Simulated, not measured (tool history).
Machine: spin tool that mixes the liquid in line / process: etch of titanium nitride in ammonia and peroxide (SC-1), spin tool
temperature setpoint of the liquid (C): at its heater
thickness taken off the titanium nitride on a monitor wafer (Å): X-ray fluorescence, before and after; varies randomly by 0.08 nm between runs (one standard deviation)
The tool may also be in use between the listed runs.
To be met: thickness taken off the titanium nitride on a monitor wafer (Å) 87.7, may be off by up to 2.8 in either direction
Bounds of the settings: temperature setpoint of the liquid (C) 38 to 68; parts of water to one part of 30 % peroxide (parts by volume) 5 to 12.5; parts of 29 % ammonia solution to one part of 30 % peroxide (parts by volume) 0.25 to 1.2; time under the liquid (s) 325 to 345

run,hour,temperature setpoint of the liquid (C),parts of water to one part of 30 % peroxide (parts by volume),parts of 29 % ammonia solution to one part of 30 % peroxide (parts by volume),time under the liquid (s),thickness taken off the titanium nitride on a monitor wafer (Å)
1,0,52,7,0.95,325,194.11
2,4.1,50.5,7,0.95,325,176.11
3,5,50.5,8,0.95,325,166.13
4,8.1,50.5,7,0.95,325,177.32
5,9.8,49,7,0.95,325,158.99
6,15.8,48,7,0.95,325,145.44
7,16.9,47,7,0.95,325,138.63
8,18.4,46,7,0.95,325,129.44
9,20.1,45,7,0.95,325,118.51
10,25.8,44.5,7,0.95,325,114.58
11,28.6,44,7,0.95,325,111.79
12,35.1,43.5,7,0.95,325,107.19
13,36.8,43,7,0.95,325,101.63
14,42.3,42.5,7,0.95,325,98.33

Of the 5 settings listed for the next run, only one would bring every result within its allowed miss of target. Which one?
A,47.8,43.5,6,0.6,330,?
B,47.8,44.5,12.5,1.15,325,?
C,47.8,43,8.5,1.2,345,?
D,47.8,41,8.5,1.05,325,?
E,47.8,39.5,7,0.95,330,?

move,thickness taken off the titanium nitride on a monitor wafer (Å)
A,110.52
B,89.896
C,104.24
D,83.283
E,81.864
A: further off than the last run
B: all results land within tolerance of their targets
C: further off than the last run
D: the result that was furthest off in the last run now lies on the other side of its target
E: the result that was furthest off in the last run now lies on the other side of its target
So the answer is move B, the one that meets all the targets.
